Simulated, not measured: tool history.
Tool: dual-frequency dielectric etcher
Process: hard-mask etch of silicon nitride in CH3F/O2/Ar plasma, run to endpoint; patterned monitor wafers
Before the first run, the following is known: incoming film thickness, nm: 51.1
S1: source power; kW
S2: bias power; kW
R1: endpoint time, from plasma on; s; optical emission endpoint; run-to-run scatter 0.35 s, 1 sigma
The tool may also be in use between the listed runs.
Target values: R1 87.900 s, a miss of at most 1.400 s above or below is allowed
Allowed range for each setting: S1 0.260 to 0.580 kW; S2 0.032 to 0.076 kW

run	day	S1	S2	R1
1	0.000	0.420	0.054	80.893
2	0.104	0.450	0.054	77.701
3	0.367	0.450	0.047	81.176
4	0.417	0.450	0.056	77.159
5	0.767	0.450	0.062	75.258
6	1.021	0.410	0.061	79.513
7	1.371	0.390	0.061	82.062
8	1.438	0.380	0.061	82.766
9	1.521	0.380	0.061	83.121
10	1.746	0.370	0.061	84.631
11	2.117	0.360	0.061	86.367

Which single option among these 5 for the next run brings every result within its allowed miss of target? Just one does.
A	2.488	0.350	0.054	?
B	2.488	0.340	0.060	?
C	2.488	0.340	0.057	?
D	2.488	0.340	0.065	?
E	2.488	0.360	0.050	?

move	R1
A	90.761
B	89.770
C	91.124
D	87.651
E	91.015
A: takes the result that was furthest off past its target
B: takes the result that was furthest off past its target
C: takes the result that was furthest off past its target
D: meets every target
E: takes the result that was furthest off past its target
The move that meets every target is D.
